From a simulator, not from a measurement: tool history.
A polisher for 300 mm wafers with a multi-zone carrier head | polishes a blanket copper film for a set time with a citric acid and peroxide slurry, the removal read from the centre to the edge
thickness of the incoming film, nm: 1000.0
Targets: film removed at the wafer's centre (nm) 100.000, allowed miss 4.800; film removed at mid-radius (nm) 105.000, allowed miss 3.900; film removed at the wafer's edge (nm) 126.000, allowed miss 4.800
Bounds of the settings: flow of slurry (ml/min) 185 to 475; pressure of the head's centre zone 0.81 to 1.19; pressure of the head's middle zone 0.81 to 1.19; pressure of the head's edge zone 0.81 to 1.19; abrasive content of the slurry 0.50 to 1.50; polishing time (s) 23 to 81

run	hour	flow of slurry (ml/min)	pressure of the head's centre zone	pressure of the head's middle zone	pressure of the head's edge zone	abrasive content of the slurry	polishing time (s)	film removed at the wafer's centre (nm)	film removed at mid-radius (nm)	film removed at the wafer's edge (nm)
1	0.0	305	1.00	1.00	1.00	1.00	52	78.022	76.036	76.421
2	7.3	365	1.00	1.00	1.00	1.00	52	76.704	78.490	76.218
3	12.9	365	1.00	1.00	1.00	0.90	52	76.233	76.093	73.337
4	18.1	365	1.05	1.00	1.00	0.90	52	78.855	76.514	75.888
5	24.9	360	0.99	0.96	1.05	1.05	56	83.601	82.601	85.826
6	29.3	310	0.99	0.96	1.05	1.05	56	81.288	80.290	85.391
7	35.2	295	0.97	0.95	1.08	1.15	59	86.414	85.345	89.757
8	42.1	290	0.93	0.91	1.11	1.20	63	89.711	88.923	99.070
9	45.5	295	0.90	0.89	1.13	1.25	66	87.371	91.714	107.760
10	49.9	305	0.91	0.89	1.15	1.30	67	90.252	95.554	111.500
11	53.7	305	0.91	0.89	1.15	1.30	67	92.931	94.696	108.470
12	55.4	305	0.90	0.88	1.15	1.30	69	94.491	95.799	112.750
13	59.0	305	0.89	0.88	1.16	1.35	70	95.118	99.449	115.070
14	61.0	305	0.88	0.87	1.16	1.35	71	98.151	97.821	118.610
15	67.9	305	0.87	0.88	1.17	1.35	72	95.861	99.816	117.630

Which of these 4 next moves meets every target?
A	74.8	335	0.92	0.89	1.17	1.30	69	?	?	?
B	74.8	305	0.85	0.85	1.14	1.45	76	?	?	?
C	74.8	450	0.90	0.89	1.10	1.35	63	?	?	?
D	74.8	285	0.92	0.91	1.12	1.30	71	?	?	?

move	film removed at the wafer's centre (nm)	film removed at mid-radius (nm)	film removed at the wafer's edge (nm)
A	96.521	98.714	115.720
B	99.190	106.360	127.530
C	88.889	92.766	104.810
D	97.735	101.770	115.090
A: further off than the last run
B: meets every target
C: further off than the last run
D: further off than the last run
Answer: B
